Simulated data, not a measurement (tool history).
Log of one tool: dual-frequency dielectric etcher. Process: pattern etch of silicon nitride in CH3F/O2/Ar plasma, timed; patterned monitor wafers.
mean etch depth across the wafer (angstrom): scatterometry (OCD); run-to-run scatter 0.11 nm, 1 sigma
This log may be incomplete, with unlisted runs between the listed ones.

run  hour  source power (kW)  bias power (kW)  etch time (s)  mean etch depth across the wafer (angstrom)
  1   0.0              0.490            0.065           48.5                                       376.97
  2   8.4              0.470            0.064           48.5                                       372.68
  3  12.7              0.520            0.064           48.5                                       383.18
  4  17.5              0.500            0.063           48.5                                       377.02
  5  21.5              0.480            0.062           48.5                                       370.03
  6  30.2              0.480            0.062           50.5                                       385.68
  7  33.6              0.460            0.061           50.5                                       375.76

Expected results for the next run?
  8  37.8              0.440            0.060           50.5                                            ?

mean etch depth across the wafer (angstrom): 370.68
